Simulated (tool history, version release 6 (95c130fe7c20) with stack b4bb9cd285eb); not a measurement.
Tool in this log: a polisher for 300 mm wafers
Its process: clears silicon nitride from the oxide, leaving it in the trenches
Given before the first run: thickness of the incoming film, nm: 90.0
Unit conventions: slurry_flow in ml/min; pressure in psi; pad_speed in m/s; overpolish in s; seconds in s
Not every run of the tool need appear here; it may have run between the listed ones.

run 1 day=0.000 | slurry_flow=160 pressure=1.8 pad_speed=1.08 overpolish=7 | seconds=129.27
run 2 day=0.171 | slurry_flow=160 pressure=1.7 pad_speed=1.06 overpolish=7 | seconds=139.25
run 3 day=0.246 | slurry_flow=160 pressure=1.7 pad_speed=1.06 overpolish=7 | seconds=141.76
run 4 day=0.421 | slurry_flow=160 pressure=1.6 pad_speed=1.06 overpolish=7 | seconds=147.25
run 5 day=0.729 | slurry_flow=160 pressure=1.5 pad_speed=1.04 overpolish=7 | seconds=162.19
run 6 day=1.046 | slurry_flow=160 pressure=1.4 pad_speed=1.04 overpolish=7 | seconds=175.46
run 7 day=1.338 | slurry_flow=160 pressure=1.3 pad_speed=1.04 overpolish=7 | seconds=185.93

For run 8, what comes out?
run 8 day=1.371 | slurry_flow=160 pressure=1.2 pad_speed=1.02 overpolish=7 | seconds=?

seconds: 201.13 s
